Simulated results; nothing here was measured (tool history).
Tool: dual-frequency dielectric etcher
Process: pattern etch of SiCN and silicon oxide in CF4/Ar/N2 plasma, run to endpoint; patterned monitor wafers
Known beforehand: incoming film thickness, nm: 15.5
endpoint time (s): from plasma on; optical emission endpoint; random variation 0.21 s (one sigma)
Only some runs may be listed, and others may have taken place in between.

{"run": 1, "hour": 0.0, "source power (W)": 540, "bias power (W)": 53, "Ar flow (sccm)": 100, "CF4 flow (sccm)": 66, "endpoint time (s)": 17.173}
{"run": 2, "hour": 4.6, "source power (W)": 540, "bias power (W)": 53, "Ar flow (sccm)": 100, "CF4 flow (sccm)": 73, "endpoint time (s)": 16.629}
{"run": 3, "hour": 6.5, "source power (W)": 540, "bias power (W)": 58, "Ar flow (sccm)": 100, "CF4 flow (sccm)": 73, "endpoint time (s)": 16.395}
{"run": 4, "hour": 13.0, "source power (W)": 540, "bias power (W)": 63, "Ar flow (sccm)": 100, "CF4 flow (sccm)": 73, "endpoint time (s)": 15.929}
{"run": 5, "hour": 16.2, "source power (W)": 520, "bias power (W)": 62, "Ar flow (sccm)": 101, "CF4 flow (sccm)": 72, "endpoint time (s)": 16.712}
{"run": 6, "hour": 20.5, "source power (W)": 520, "bias power (W)": 62, "Ar flow (sccm)": 101, "CF4 flow (sccm)": 65, "endpoint time (s)": 16.949}

Predict the results of run 7:
{"hour": 28.2, "done": "wet clean of the chamber"}
{"run": 7, "hour": 28.2, "source power (W)": 500, "bias power (W)": 61, "Ar flow (sccm)": 102, "CF4 flow (sccm)": 65, "endpoint time (s)": "?"}

Run 7 produced endpoint time (s) 17.262.

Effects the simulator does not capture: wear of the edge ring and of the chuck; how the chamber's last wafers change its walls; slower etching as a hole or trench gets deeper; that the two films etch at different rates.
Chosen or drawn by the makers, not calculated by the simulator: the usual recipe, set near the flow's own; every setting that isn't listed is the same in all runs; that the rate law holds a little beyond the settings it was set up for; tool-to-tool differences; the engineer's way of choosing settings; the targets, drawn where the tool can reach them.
